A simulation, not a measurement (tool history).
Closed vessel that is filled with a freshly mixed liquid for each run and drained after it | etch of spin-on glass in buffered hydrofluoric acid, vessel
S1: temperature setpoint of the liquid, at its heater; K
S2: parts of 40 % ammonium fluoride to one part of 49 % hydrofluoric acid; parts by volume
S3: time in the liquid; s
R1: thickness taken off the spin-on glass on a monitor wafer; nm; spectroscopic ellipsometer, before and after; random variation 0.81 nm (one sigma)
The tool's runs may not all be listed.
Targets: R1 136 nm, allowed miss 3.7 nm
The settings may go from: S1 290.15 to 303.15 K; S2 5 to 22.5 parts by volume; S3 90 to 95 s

run	hour	S1	S2	S3	R1
1	0	295.15	13.5	90	211.76
2	6.3	298.65	13.5	90	253.63
3	13.3	296.15	14.5	90	209.37
4	17.9	294.65	15	90	185.61
5	24.8	298.15	15	90	224.44
6	27.3	298.15	15	90	226.14
7	29.4	296.15	15.5	90	196.76
8	33.5	292.15	16.5	90	148.24
9	38.2	291.65	16.5	90	145.31

5 next moves are on the table. One of them brings every result within its allowed miss. Which?
A	42.9	292.65	17	90	?
B	42.9	290.15	16	90	?
C	42.9	292.15	17	90	?
D	42.9	290.65	16.5	95	?
E	42.9	290.15	15	90	?

move	R1
A	146.87
B	135.29
C	142.78
D	142.55
E	144.17
A: further off than the last run
B: meets every target
C: nearer than the last run, and not there yet
D: nearer than the last run, and not there yet
E: nearer than the last run, and not there yet
Answer: B
